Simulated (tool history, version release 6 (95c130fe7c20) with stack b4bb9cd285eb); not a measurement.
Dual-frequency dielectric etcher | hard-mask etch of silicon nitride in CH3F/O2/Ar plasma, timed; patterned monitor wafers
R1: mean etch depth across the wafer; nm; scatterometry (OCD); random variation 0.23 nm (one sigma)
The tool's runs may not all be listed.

run 1 hour=0 | source_power_(W)=320 bias_power_(W)=53 etch_time_(s)=179 | R1=107.96
run 2 hour=3.6 | source_power_(W)=300 bias_power_(W)=49 etch_time_(s)=176.5 | R1=99.41
run 3 hour=4.1 | source_power_(W)=280 bias_power_(W)=46 etch_time_(s)=175 | R1=91.981
run 4 hour=11.7 | source_power_(W)=270 bias_power_(W)=44 etch_time_(s)=174 | R1=86.91
run 5 hour=13.2 | source_power_(W)=260 bias_power_(W)=43 etch_time_(s)=174 | R1=84.886
run 6 hour=19 | source_power_(W)=250 bias_power_(W)=42 etch_time_(s)=174 | R1=81.844
run 7 hour=27.7 | source_power_(W)=240 bias_power_(W)=42 etch_time_(s)=174 | R1=80.422

Forecast run 8:
run 8 hour=34 | source_power_(W)=240 bias_power_(W)=42 etch_time_(s)=174 | R1=?

{"run 8": {"R1": 80.025}}
